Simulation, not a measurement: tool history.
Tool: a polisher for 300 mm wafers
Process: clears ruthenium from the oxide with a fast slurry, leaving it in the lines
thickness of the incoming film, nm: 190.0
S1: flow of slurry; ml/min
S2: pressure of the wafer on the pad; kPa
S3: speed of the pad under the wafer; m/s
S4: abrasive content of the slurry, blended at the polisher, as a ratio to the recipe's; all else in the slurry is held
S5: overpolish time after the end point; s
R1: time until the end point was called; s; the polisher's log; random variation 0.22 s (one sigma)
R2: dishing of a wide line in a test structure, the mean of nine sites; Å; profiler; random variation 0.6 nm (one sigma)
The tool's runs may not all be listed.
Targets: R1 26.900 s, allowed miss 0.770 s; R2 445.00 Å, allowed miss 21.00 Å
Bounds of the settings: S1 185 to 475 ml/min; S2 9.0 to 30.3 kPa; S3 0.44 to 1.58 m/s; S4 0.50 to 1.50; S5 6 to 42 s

Run 1, hour 0.0: S1 305 ml/min, S2 19.3 kPa, S3 1.00 m/s, S4 1.00, S5 21 s. Result: R1 42.140 s, R2 386.11 Å.
Run 2, hour 1.4: S1 305 ml/min, S2 17.2 kPa, S3 1.00 m/s, S4 1.00, S5 21 s. Result: R1 45.338 s, R2 375.63 Å.
Run 3, hour 2.7: S1 235 ml/min, S2 17.2 kPa, S3 1.00 m/s, S4 1.00, S5 21 s. Result: R1 46.924 s, R2 363.28 Å.
Run 4, hour 6.4: S1 245 ml/min, S2 20.7 kPa, S3 1.00 m/s, S4 1.00, S5 21 s. Result: R1 41.519 s, R2 382.10 Å.
Run 5, hour 8.4: S1 245 ml/min, S2 20.7 kPa, S3 1.00 m/s, S4 0.85, S5 21 s. Result: R1 44.521 s, R2 381.30 Å.
Run 6, hour 13.7: S1 245 ml/min, S2 20.7 kPa, S3 1.00 m/s, S4 1.05, S5 21 s. Result: R1 40.262 s, R2 394.62 Å.
Run 7, hour 20.6: S1 265 ml/min, S2 23.4 kPa, S3 1.00 m/s, S4 1.05, S5 20 s. Result: R1 36.679 s, R2 395.91 Å.
Run 8, hour 28.3: S1 280 ml/min, S2 25.5 kPa, S3 1.02 m/s, S4 1.05, S5 20 s. Result: R1 33.065 s, R2 405.09 Å.
Run 9, hour 30.3: S1 290 ml/min, S2 26.9 kPa, S3 1.02 m/s, S4 1.05, S5 21 s. Result: R1 31.903 s, R2 422.51 Å.
Run 10, hour 34.3: S1 290 ml/min, S2 27.6 kPa, S3 1.04 m/s, S4 1.05, S5 21 s. Result: R1 30.627 s, R2 419.56 Å.
Run 11, hour 36.5: S1 290 ml/min, S2 28.3 kPa, S3 1.06 m/s, S4 1.05, S5 21 s. Result: R1 29.332 s, R2 421.48 Å.
Run 12, hour 38.6: S1 290 ml/min, S2 29.0 kPa, S3 1.06 m/s, S4 1.05, S5 22 s. Result: R1 28.856 s, R2 428.23 Å.
Run 13, hour 40.9: S1 290 ml/min, S2 29.6 kPa, S3 1.06 m/s, S4 1.05, S5 22 s. Result: R1 28.078 s, R2 421.94 Å.
Run 14, hour 42.5: S1 295 ml/min, S2 29.6 kPa, S3 1.06 m/s, S4 1.05, S5 23 s. Result: R1 28.018 s, R2 428.54 Å.
Run 15, hour 47.1: S1 295 ml/min, S2 29.6 kPa, S3 1.06 m/s, S4 1.05, S5 24 s. Result: R1 28.175 s, R2 432.05 Å.
Run 16, hour 48.4: S1 295 ml/min, S2 29.6 kPa, S3 1.06 m/s, S4 1.05, S5 25 s. Result: R1 27.994 s, R2 435.04 Å.
Run 17, hour 50.3: S1 295 ml/min, S2 29.6 kPa, S3 1.06 m/s, S4 1.05, S5 26 s. Result: R1 28.250 s, R2 438.48 Å.

5 next moves are on the table. One of them brings every result within its allowed miss. Which?
Run A, hour 52.2: S1 280 ml/min, S2 26.9 kPa, S3 1.14 m/s, S4 1.00, S5 33 s. Result: R1 ?, R2 ?.
Run B, hour 52.2: S1 245 ml/min, S2 29.6 kPa, S3 1.02 m/s, S4 0.95, S5 40 s. Result: R1 ?, R2 ?.
Run C, hour 52.2: S1 290 ml/min, S2 29.0 kPa, S3 1.00 m/s, S4 1.05, S5 41 s. Result: R1 ?, R2 ?.
Run D, hour 52.2: S1 335 ml/min, S2 29.6 kPa, S3 1.02 m/s, S4 1.05, S5 31 s. Result: R1 ?, R2 ?.
Run E, hour 52.2: S1 305 ml/min, S2 26.9 kPa, S3 1.14 m/s, S4 1.20, S5 38 s. Result: R1 ?, R2 ?.

move      R1      R2
   A  29.207  445.82
   B  31.342  448.08
   C  30.472  448.77
   D  28.940  444.48
   E  26.695  449.35
A: further off than the last run
B: further off than the last run
C: further off than the last run
D: further off than the last run
E: meets every target
The right move is E.

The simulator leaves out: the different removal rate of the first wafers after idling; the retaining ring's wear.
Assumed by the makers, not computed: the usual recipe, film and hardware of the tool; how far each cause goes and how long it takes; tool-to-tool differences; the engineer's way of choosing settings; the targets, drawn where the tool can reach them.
